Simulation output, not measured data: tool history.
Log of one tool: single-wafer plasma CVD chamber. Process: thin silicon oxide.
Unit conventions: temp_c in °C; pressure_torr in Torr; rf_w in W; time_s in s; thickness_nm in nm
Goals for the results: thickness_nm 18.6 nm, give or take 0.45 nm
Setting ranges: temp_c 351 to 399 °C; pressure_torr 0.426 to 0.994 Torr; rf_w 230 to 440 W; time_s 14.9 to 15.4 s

run  hour  temp_c  pressure_torr  rf_w  time_s  thickness_nm
  1     0     375           0.71   335    14.9         26.18
  2     1     375          0.683   335    14.9        25.228
  3   1.6     383          0.683   335    14.9        25.116
  4   4.3     383          0.683   335    15.4        26.067
  5   5.7     383          0.656   335    15.4        24.913
  6  11.8     383          0.656   335    14.9        24.126
  7  17.2     383          0.636   335    14.9        23.402
  8  22.7     383          0.618   335    14.9        22.851
  9  24.3     383          0.601   335    14.9        22.048

4 next moves are on the table. One of them brings every result within its allowed miss. Which?
  A  25.9     384          0.516   340    15.4             ?
  B  25.9     382          0.702   335    15.4             ?
  C  25.9     387          0.581   300    14.9             ?
  D  25.9     380          0.482   370    14.9             ?

move  thickness_nm
   A        19.608
   B        26.614
   C        20.181
   D        18.401
A: better than the last run, though not everything is in spec
B: moves away from the targets compared with the last run
C: better than the last run, though not everything is in spec
D: every result within its allowed miss
The right move is D.
